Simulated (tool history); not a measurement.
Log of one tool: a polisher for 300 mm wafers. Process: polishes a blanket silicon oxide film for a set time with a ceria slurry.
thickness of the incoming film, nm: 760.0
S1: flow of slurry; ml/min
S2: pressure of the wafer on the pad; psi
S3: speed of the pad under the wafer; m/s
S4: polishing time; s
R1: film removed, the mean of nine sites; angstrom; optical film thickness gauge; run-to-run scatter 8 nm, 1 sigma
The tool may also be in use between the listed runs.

{"run": 1, "hour": 0.0, "S1": 305, "S2": 3.7, "S3": 1.34, "S4": 55, "R1": 4374.8}
{"run": 2, "hour": 1.1, "S1": 305, "S2": 3.7, "S3": 1.34, "S4": 55, "R1": 4400.2}
{"run": 3, "hour": 9.9, "S1": 305, "S2": 3.4, "S3": 1.34, "S4": 55, "R1": 4051.4}
{"run": 4, "hour": 17.6, "S1": 305, "S2": 3.4, "S3": 1.6, "S4": 55, "R1": 4705.6}
{"run": 5, "hour": 23.1, "S1": 305, "S2": 3.9, "S3": 1.6, "S4": 55, "R1": 5295.5}
{"run": 6, "hour": 29.7, "S1": 305, "S2": 4.4, "S3": 1.62, "S4": 55, "R1": 5795.3}
{"run": 7, "hour": 37.3, "S1": 305, "S2": 4.4, "S3": 1.62, "S4": 55, "R1": 5862.5}

For run 8, what comes out?
{"run": 8, "hour": 38.4, "S1": 305, "S2": 4.8, "S3": 1.64, "S4": 55, "R1": "?"}

Logged for run 8: R1 6304.6 angstrom.
